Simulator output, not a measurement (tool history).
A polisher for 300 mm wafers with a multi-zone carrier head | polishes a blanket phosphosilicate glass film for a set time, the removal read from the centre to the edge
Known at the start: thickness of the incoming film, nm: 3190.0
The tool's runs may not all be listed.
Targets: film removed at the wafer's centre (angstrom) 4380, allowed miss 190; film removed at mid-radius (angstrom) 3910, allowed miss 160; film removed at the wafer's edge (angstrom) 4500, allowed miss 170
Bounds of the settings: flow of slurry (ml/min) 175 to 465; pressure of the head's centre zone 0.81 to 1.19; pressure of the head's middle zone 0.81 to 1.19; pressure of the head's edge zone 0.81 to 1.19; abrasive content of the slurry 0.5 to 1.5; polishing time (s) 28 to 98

run,day,flow of slurry (ml/min),pressure of the head's centre zone,pressure of the head's middle zone,pressure of the head's edge zone,abrasive content of the slurry,polishing time (s),film removed at the wafer's centre (angstrom),film removed at mid-radius (angstrom),film removed at the wafer's edge (angstrom)
1,0,295,1,1,1,1,63,6385.9,6170.7,6185.3
2,0.325,290,0.99,0.97,0.99,0.9,62,5749.1,5697.5,5794.8
3,0.45,290,1.01,0.94,0.99,0.8,61,5473.9,5195.9,5403.4
4,0.708,290,0.95,0.94,0.99,0.8,61,5118.9,5122,5443.5
5,0.883,290,0.92,0.94,0.99,0.8,61,4926.4,5076.8,5338
6,1.05,290,0.96,0.94,0.99,0.8,61,5282,4973.8,5347
7,1.108,275,0.93,0.84,0.94,0.55,60,3923.3,3675.4,4147.2
8,1.262,285,0.94,0.84,0.96,0.55,60,3960.5,3635.3,4146.1
9,1.529,285,0.95,0.85,0.98,0.55,60,4065.4,3703.8,4072

Which of these 4 next moves meets every target?
A,1.796,325,0.98,0.87,1.07,0.55,62,?,?,?
B,1.796,330,1.1,0.91,1.06,0.55,55,?,?,?
C,1.796,285,0.92,1.02,1.13,0.6,58,?,?,?
D,1.796,275,1.09,0.95,1.08,0.5,55,?,?,?

move,film removed at the wafer's centre (angstrom),film removed at mid-radius (angstrom),film removed at the wafer's edge (angstrom)
A,4235.5,3967.3,4509.7
B,4225.7,3656,3986
C,3885.5,4431.5,4526.3
D,3836.3,3478.3,3704.5
A: meets every target
B: further off than the last run
C: brings the result that was furthest off to its target, and leaves another outside
D: further off than the last run
Answer: A

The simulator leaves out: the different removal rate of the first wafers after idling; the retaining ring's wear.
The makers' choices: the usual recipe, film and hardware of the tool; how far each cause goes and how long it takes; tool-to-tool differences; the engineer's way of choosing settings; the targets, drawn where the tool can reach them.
